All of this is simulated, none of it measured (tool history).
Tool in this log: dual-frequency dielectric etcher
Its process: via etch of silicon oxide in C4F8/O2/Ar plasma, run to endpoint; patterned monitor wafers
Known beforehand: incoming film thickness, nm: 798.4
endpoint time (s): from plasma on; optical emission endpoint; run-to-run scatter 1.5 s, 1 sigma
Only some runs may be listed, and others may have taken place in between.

Run 1, hour 0: source power (kW) 2.63, bias power (kW) 1.65. Result: endpoint time (s) 137.72.
Run 2, hour 8.4: source power (kW) 2.45, bias power (kW) 1.65. Result: endpoint time (s) 140.75.
Run 3, hour 14.3: source power (kW) 2.45, bias power (kW) 1.472. Result: endpoint time (s) 144.81.
Run 4, hour 16.8: source power (kW) 2.13, bias power (kW) 1.472. Result: endpoint time (s) 158.3.
Run 5, hour 20.9: source power (kW) 2.11, bias power (kW) 1.468. Result: endpoint time (s) 158.58.
Run 6, hour 28.4: source power (kW) 2.37, bias power (kW) 1.468. Result: endpoint time (s) 150.59.

The next listed run, before its measurement:
Run 7, hour 30.7: source power (kW) 2.32, bias power (kW) 1.459. Result: endpoint time (s) ?.

{"run 7": {"endpoint time (s)": 151.61}}

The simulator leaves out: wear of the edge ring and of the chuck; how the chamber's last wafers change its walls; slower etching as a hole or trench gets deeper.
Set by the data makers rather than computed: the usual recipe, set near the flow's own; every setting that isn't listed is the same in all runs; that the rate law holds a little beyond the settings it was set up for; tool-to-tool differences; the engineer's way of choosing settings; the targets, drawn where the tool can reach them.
